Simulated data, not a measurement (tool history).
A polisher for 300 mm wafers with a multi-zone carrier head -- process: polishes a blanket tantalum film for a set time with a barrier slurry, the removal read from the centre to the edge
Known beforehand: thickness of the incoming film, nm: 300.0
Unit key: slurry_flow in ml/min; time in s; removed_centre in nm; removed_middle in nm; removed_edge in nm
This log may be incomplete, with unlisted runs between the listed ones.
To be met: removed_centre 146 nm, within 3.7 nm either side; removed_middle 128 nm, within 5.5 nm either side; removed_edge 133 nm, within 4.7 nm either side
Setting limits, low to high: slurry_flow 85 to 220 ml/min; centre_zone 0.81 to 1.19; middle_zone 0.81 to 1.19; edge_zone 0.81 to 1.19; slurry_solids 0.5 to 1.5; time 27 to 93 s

Run 1, hour 0: slurry_flow 140 ml/min, centre_zone 1, middle_zone 1, edge_zone 1, slurry_solids 1, time 59 s. Result: removed_centre 95.12 nm, removed_middle 94.698 nm, removed_edge 96.873 nm.
Run 2, hour 4.6: slurry_flow 155 ml/min, centre_zone 1.04, middle_zone 1.01, edge_zone 1.04, slurry_solids 1.15, time 60 s. Result: removed_centre 105.9 nm, removed_middle 104.11 nm, removed_edge 105.23 nm.
Run 3, hour 12.3: slurry_flow 165 ml/min, centre_zone 1.08, middle_zone 1, edge_zone 1.07, slurry_solids 1.25, time 61 s. Result: removed_centre 114.77 nm, removed_middle 107.6 nm, removed_edge 109.1 nm.
Run 4, hour 16.3: slurry_flow 165 ml/min, centre_zone 1.08, middle_zone 0.93, edge_zone 1.07, slurry_solids 1.25, time 61 s. Result: removed_centre 113.49 nm, removed_middle 102.09 nm, removed_edge 108.55 nm.
Run 5, hour 22.3: slurry_flow 165 ml/min, centre_zone 1.08, middle_zone 0.93, edge_zone 1.11, slurry_solids 1.25, time 61 s. Result: removed_centre 114.31 nm, removed_middle 101.01 nm, removed_edge 114.44 nm.
Run 6, hour 28: slurry_flow 165 ml/min, centre_zone 1.04, middle_zone 0.93, edge_zone 1.11, slurry_solids 1.25, time 61 s. Result: removed_centre 111.82 nm, removed_middle 102.93 nm, removed_edge 115.57 nm.
Run 7, hour 34.5: slurry_flow 175 ml/min, centre_zone 1.07, middle_zone 0.95, edge_zone 1.12, slurry_solids 1.3, time 62 s. Result: removed_centre 116.8 nm, removed_middle 107.84 nm, removed_edge 117.67 nm.
Run 8, hour 42.1: slurry_flow 180 ml/min, centre_zone 1.1, middle_zone 0.96, edge_zone 1.13, slurry_solids 1.35, time 64 s. Result: removed_centre 127.72 nm, removed_middle 111.98 nm, removed_edge 123.85 nm.
Run 9, hour 42.9: slurry_flow 215 ml/min, centre_zone 1.14, middle_zone 1.06, edge_zone 1.15, slurry_solids 1.5, time 65 s. Result: removed_centre 138.51 nm, removed_middle 126.83 nm, removed_edge 130.04 nm.

Of the 5 settings listed for the next run, only one would bring every result within its allowed miss of target. Which one?
Run A, hour 43.7: slurry_flow 220 ml/min, centre_zone 1.11, middle_zone 1.06, edge_zone 1.19, slurry_solids 1.4, time 65 s. Result: removed_centre ?, removed_middle ?, removed_edge ?.
Run B, hour 43.7: slurry_flow 220 ml/min, centre_zone 1.17, middle_zone 0.97, edge_zone 1.17, slurry_solids 1.5, time 63 s. Result: removed_centre ?, removed_middle ?, removed_edge ?.
Run C, hour 43.7: slurry_flow 220 ml/min, centre_zone 1.13, middle_zone 1.03, edge_zone 1.16, slurry_solids 1.45, time 66 s. Result: removed_centre ?, removed_middle ?, removed_edge ?.
Run D, hour 43.7: slurry_flow 200 ml/min, centre_zone 1.18, middle_zone 1.05, edge_zone 1.17, slurry_solids 1.5, time 66 s. Result: removed_centre ?, removed_middle ?, removed_edge ?.
Run E, hour 43.7: slurry_flow 215 ml/min, centre_zone 1.06, middle_zone 0.95, edge_zone 1.19, slurry_solids 1.5, time 70 s. Result: removed_centre ?, removed_middle ?, removed_edge ?.

move  removed_centre  removed_middle  removed_edge
   A          134.64          127.46        129.49
   B          139.38          117.58         126.2
   C          140.13          127.67        130.68
   D          145.51          128.79           131
   E          139.78           128.5        141.22
A: lands further from the targets than the last run did
B: closes in on the targets versus the last run, not all within tolerance yet
C: closes in on the targets versus the last run, not all within tolerance yet
D: all results land within tolerance of their targets
E: closes in on the targets versus the last run, not all within tolerance yet
The right move is D.

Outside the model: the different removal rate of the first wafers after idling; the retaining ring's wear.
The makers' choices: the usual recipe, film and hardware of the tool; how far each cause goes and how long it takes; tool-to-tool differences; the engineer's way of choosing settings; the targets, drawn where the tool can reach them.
